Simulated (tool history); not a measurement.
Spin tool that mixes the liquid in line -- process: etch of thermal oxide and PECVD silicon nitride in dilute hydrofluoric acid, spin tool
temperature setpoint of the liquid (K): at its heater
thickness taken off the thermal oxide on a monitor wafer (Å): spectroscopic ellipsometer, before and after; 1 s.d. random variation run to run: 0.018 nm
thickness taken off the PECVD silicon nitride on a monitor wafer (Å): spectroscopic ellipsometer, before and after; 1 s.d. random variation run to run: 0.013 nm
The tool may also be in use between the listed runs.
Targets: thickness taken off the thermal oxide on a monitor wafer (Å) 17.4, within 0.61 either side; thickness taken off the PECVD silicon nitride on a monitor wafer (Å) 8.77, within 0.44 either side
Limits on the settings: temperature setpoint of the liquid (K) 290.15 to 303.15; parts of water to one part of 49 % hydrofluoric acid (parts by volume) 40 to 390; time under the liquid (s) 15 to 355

| run | hour | temperature setpoint of the liquid (K) | parts of water to one part of 49 % hydrofluoric acid (parts by volume) | time under the liquid (s) | thickness taken off the thermal oxide on a monitor wafer (Å) | thickness taken off the PECVD silicon nitride on a monitor wafer (Å) |
|---|---|---|---|---|---|---|
| 1 | 0 | 295.15 | 215 | 180 | 32.497 | 14.274 |
| 2 | 1.5 | 295.15 | 215 | 250 | 44.182 | 20.519 |
| 3 | 7.6 | 293.15 | 215 | 250 | 40.807 | 18.1 |
| 4 | 16 | 290.65 | 215 | 250 | 37.338 | 15.07 |
| 5 | 23.1 | 290.65 | 235 | 250 | 33.173 | 14.033 |
| 6 | 30.6 | 290.65 | 250 | 250 | 30.465 | 13.202 |
| 7 | 37.2 | 290.65 | 260 | 250 | 29.877 | 12.662 |
| 8 | 38.4 | 294.15 | 350 | 255 | 23.459 | 11.908 |
| 9 | 47.4 | 293.65 | 355 | 255 | 22.636 | 11.643 |

Which one of the following 5 next-run settings gets every result inside its allowed miss? There is exactly one.
| A | 56.4 | 290.65 | 310 | 295 | ? | ? |
| B | 56.4 | 294.65 | 365 | 290 | ? | ? |
| C | 56.4 | 292.15 | 315 | 205 | ? | ? |
| D | 56.4 | 294.15 | 335 | 180 | ? | ? |
| E | 56.4 | 293.15 | 390 | 315 | ? | ? |

| move | thickness taken off the thermal oxide on a monitor wafer (Å) | thickness taken off the PECVD silicon nitride on a monitor wafer (Å) |
|---|---|---|
| A | 28.294 | 12.568 |
| B | 26.03 | 13.592 |
| C | 20.369 | 9.4737 |
| D | 17.761 | 8.8916 |
| E | 24.588 | 12.624 |
A: moves away from the targets compared with the last run
B: moves away from the targets compared with the last run
C: an improvement on the last run, though not all results are within tolerance
D: in spec on every target
E: moves away from the targets compared with the last run
D meets every target.
